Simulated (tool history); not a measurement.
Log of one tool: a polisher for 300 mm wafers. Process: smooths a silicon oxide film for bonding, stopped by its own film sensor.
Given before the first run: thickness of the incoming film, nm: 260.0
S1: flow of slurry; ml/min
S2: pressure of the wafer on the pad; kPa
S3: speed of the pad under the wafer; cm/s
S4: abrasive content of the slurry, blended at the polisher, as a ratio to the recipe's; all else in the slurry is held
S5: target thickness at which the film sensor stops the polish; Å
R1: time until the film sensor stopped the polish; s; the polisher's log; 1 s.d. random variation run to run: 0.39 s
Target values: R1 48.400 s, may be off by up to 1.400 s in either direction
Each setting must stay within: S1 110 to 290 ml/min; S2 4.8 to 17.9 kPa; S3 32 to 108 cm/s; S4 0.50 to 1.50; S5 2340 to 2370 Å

Run 1, hour 0.0: S1 185 ml/min, S2 11.0 kPa, S3 70 cm/s, S4 1.00, S5 2340 Å. Result: R1 65.387 s.
Run 2, hour 1.9: S1 190 ml/min, S2 11.7 kPa, S3 70 cm/s, S4 1.00, S5 2340 Å. Result: R1 62.575 s.
Run 3, hour 6.7: S1 190 ml/min, S2 11.7 kPa, S3 70 cm/s, S4 0.80, S5 2340 Å. Result: R1 72.195 s.
Run 4, hour 12.0: S1 190 ml/min, S2 12.4 kPa, S3 70 cm/s, S4 0.80, S5 2340 Å. Result: R1 68.148 s.
Run 5, hour 20.8: S1 190 ml/min, S2 13.1 kPa, S3 70 cm/s, S4 0.80, S5 2340 Å. Result: R1 64.995 s.
Run 6, hour 26.7: S1 190 ml/min, S2 13.1 kPa, S3 70 cm/s, S4 0.80, S5 2340 Å. Result: R1 65.576 s.
Run 7, hour 31.1: S1 195 ml/min, S2 13.8 kPa, S3 70 cm/s, S4 0.80, S5 2340 Å. Result: R1 61.529 s.
Run 8, hour 38.2: S1 195 ml/min, S2 14.5 kPa, S3 70 cm/s, S4 0.80, S5 2340 Å. Result: R1 58.704 s.
Run 9, hour 47.2: S1 195 ml/min, S2 15.2 kPa, S3 70 cm/s, S4 0.80, S5 2340 Å. Result: R1 55.195 s.
Run 10, hour 48.6: S1 220 ml/min, S2 16.5 kPa, S3 70 cm/s, S4 0.80, S5 2340 Å. Result: R1 50.602 s.

Next run, 4 choices. One meets every target within its allowed miss, the rest don't. Which?
Run A, hour 50.0: S1 255 ml/min, S2 13.8 kPa, S3 72 cm/s, S4 0.95, S5 2340 Å. Result: R1 ?.
Run B, hour 50.0: S1 215 ml/min, S2 16.5 kPa, S3 68 cm/s, S4 0.90, S5 2350 Å. Result: R1 ?.
Run C, hour 50.0: S1 200 ml/min, S2 17.2 kPa, S3 74 cm/s, S4 0.75, S5 2370 Å. Result: R1 ?.
Run D, hour 50.0: S1 230 ml/min, S2 16.5 kPa, S3 74 cm/s, S4 0.80, S5 2340 Å. Result: R1 ?.

move      R1
   A  51.043
   B  45.014
   C  43.719
   D  47.945
A: lands further from the targets than the last run did
B: pushes the last run's worst result past its target
C: pushes the last run's worst result past its target
D: all results in spec
Move D is the one to make.

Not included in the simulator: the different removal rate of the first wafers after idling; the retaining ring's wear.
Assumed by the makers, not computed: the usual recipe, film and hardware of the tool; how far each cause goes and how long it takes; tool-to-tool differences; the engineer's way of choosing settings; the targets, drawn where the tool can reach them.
